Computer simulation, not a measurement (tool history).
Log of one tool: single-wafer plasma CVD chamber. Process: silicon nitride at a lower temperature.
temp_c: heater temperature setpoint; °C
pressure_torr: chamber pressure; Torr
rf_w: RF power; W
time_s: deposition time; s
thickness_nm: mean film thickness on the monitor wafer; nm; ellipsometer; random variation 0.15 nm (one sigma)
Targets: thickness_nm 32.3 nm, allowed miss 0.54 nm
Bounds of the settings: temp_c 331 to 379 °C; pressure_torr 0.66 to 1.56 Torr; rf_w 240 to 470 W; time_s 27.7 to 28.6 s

run  hour  temp_c  pressure_torr  rf_w  time_s  thickness_nm
  1     0     355           1.11   355    27.7        29.414
  2   3.6     355              1   355    27.7        28.563
  3   8.9     355           1.07   360    27.7          29.6
  4  11.3     355           1.12   360    27.7          30.1
  5  14.8     355           1.12   360    28.6        31.046
  6  22.7     355           1.14   360    28.6        31.242
  7  28.9     355           1.16   360    28.6         31.36
  8    30     355           1.18   360    28.6        31.319
  9  32.1     355           1.18   360    28.6        31.418
 10    36     355           1.28   365    28.6        32.971

5 next moves are on the table. One of them brings every result within its allowed miss. Which?
  A  39.9     359           1.39   345    28.6             ?
  B  39.9     351           1.25   375    28.6             ?
  C  39.9     360           1.32   375    28.1             ?
  D  39.9     351           1.21   360    27.7             ?
  E  39.9     357           1.35   375    28.1             ?

move  thickness_nm
   A        32.024
   B        33.415
   C        33.309
   D         30.88
   E        33.597
A: meets every target
B: further off than the last run
C: further off than the last run
D: takes the result that was furthest off past its target
E: further off than the last run
The right move is A.
